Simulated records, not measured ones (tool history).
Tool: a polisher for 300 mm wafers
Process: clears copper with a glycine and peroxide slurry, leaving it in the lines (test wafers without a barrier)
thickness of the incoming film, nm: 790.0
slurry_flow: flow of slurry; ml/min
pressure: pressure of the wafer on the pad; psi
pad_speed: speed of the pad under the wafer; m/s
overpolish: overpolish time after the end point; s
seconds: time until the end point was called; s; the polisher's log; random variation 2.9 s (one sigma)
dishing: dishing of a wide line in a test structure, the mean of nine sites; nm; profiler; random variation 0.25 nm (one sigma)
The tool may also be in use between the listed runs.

run,hour,slurry_flow,pressure,pad_speed,overpolish,seconds,dishing
1,0,285,3.2,1.06,17,138.7,68.926
2,7.7,285,3.7,1.06,17,123.74,75.648
3,11.9,285,4.3,1.06,17,105.26,83.326
4,18.8,260,4.3,1.06,17,109.53,82.669
5,22.4,260,4.3,1.06,12,106.72,65.836
6,28.5,260,4.3,1.06,9,108.46,49.559
7,35.9,300,3.8,1,8,123.69,40.374
8,42.6,330,3.6,0.92,7,139.46,32.835
9,49.7,330,3.6,0.92,7,139.16,32.658
10,58.2,330,3.6,0.92,7,135.28,32.739
11,62.9,355,3.4,0.88,7,146.11,31.059
12,69.3,375,3.4,0.8,7,155.78,29.367
13,71.1,390,3,0.86,7,164.83,27.665
14,75,400,3,0.8,7,174.65,26.283
15,79.6,410,3,0.76,7,177.62,26.129
16,84.9,330,2.1,1.06,5,193.13,16.513
17,92,335,2.1,1.06,5,196.36,16.726
18,99.8,340,2.1,1.08,5,193.28,17.071

Forecast run 19:
19,108.7,340,2.1,1.1,5,?,?

{"run 19": {"seconds": 188.6, "dishing": 17.307}}
